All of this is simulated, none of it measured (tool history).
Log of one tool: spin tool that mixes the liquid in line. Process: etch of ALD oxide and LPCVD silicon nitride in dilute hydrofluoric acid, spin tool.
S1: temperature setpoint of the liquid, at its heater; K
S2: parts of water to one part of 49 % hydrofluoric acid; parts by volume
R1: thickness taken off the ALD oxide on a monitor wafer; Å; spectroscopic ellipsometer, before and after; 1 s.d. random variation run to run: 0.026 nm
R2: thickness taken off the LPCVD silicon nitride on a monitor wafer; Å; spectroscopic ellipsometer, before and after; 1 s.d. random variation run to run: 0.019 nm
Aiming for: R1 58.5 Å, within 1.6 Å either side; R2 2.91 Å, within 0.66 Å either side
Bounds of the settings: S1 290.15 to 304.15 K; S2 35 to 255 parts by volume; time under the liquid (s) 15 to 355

run 1 hour=0 | S1=296.15 S2=145 time_under_the_liquid_(s)=180 | R1=138.49 R2=5.906
run 2 hour=2.5 | S1=295.15 S2=170 time_under_the_liquid_(s)=180 | R1=110.59 R2=4.6139
run 3 hour=11.6 | S1=291.65 S2=170 time_under_the_liquid_(s)=180 | R1=97.035 R2=3.0531
run 4 hour=13.7 | S1=291.65 S2=170 time_under_the_liquid_(s)=245 | R1=131.53 R2=4.6729
run 5 hour=14.3 | S1=292.65 S2=195 time_under_the_liquid_(s)=230 | R1=109.11 R2=4.0608
-- hour=22.4 hydrofluoric acid flow meter replaced
run 6 hour=22.4 | S1=293.15 S2=215 time_under_the_liquid_(s)=210 | R1=96.492 R2=3.7436
run 7 hour=24.9 | S1=293.65 S2=225 time_under_the_liquid_(s)=185 | R1=82.312 R2=3.0755
run 8 hour=30.1 | S1=294.15 S2=235 time_under_the_liquid_(s)=170 | R1=72.709 R2=3.0147
run 9 hour=32.2 | S1=294.15 S2=240 time_under_the_liquid_(s)=165 | R1=68.941 R2=3.0668
run 10 hour=38.2 | S1=294.15 S2=245 time_under_the_liquid_(s)=160 | R1=64.857 R2=2.7652
run 11 hour=43 | S1=294.15 S2=250 time_under_the_liquid_(s)=155 | R1=61.364 R2=2.573

Of the 4 settings listed for the next run, only one would bring every result within its allowed miss of target. Which one?
run A hour=47.8 | S1=294.65 S2=255 time_under_the_liquid_(s)=165 | R1=? R2=?
run B hour=47.8 | S1=299.65 S2=255 time_under_the_liquid_(s)=125 | R1=? R2=?
run C hour=47.8 | S1=303.65 S2=255 time_under_the_liquid_(s)=100 | R1=? R2=?
run D hour=47.8 | S1=300.65 S2=255 time_under_the_liquid_(s)=115 | R1=? R2=?

move=A R1=64.932 R2=2.8522
move=B R1=58.802 R2=2.9458
move=C R1=53.854 R2=2.9877
move=D R1=55.993 R2=2.8782
A: further off than the last run
B: every result within its allowed miss
C: moves the result that the last run missed by most past its target, out the other side
D: moves the result that the last run missed by most past its target, out the other side
Correct choice: B, which meets every target
